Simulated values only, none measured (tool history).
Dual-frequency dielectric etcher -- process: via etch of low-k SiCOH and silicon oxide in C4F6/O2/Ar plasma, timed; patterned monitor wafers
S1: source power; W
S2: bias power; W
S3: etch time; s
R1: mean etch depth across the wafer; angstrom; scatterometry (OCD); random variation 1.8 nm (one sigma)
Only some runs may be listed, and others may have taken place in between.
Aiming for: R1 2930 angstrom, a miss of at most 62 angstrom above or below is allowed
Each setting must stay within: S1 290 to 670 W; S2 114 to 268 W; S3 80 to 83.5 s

run,day,S1,S2,S3,R1
1,0,480,191,80,2445
2,0.154,500,195,80,2493.7
3,0.212,520,199,80,2563.3
4,0.408,540,201,80,2584.1
5,0.779,550,206,80,2625.3
6,0.979,550,181,80,2538.6
7,1.133,560,186,80,2571
8,1.179,570,191,80,2616.5
9,1.254,580,195,80,2664.3

5 next moves are on the table. One of them brings every result within its allowed miss. Which?
A,1.329,610,221,83.5,?
B,1.329,570,211,80.5,?
C,1.329,610,204,82.5,?
D,1.329,580,181,83,?
E,1.329,630,203,81,?

move,R1
A,2949.3
B,2733.2
C,2842.7
D,2706.9
E,2820.5
A: all results in spec
B: nearer the targets than the last run, but a result is still out of spec
C: nearer the targets than the last run, but a result is still out of spec
D: nearer the targets than the last run, but a result is still out of spec
E: nearer the targets than the last run, but a result is still out of spec
The right move is A.

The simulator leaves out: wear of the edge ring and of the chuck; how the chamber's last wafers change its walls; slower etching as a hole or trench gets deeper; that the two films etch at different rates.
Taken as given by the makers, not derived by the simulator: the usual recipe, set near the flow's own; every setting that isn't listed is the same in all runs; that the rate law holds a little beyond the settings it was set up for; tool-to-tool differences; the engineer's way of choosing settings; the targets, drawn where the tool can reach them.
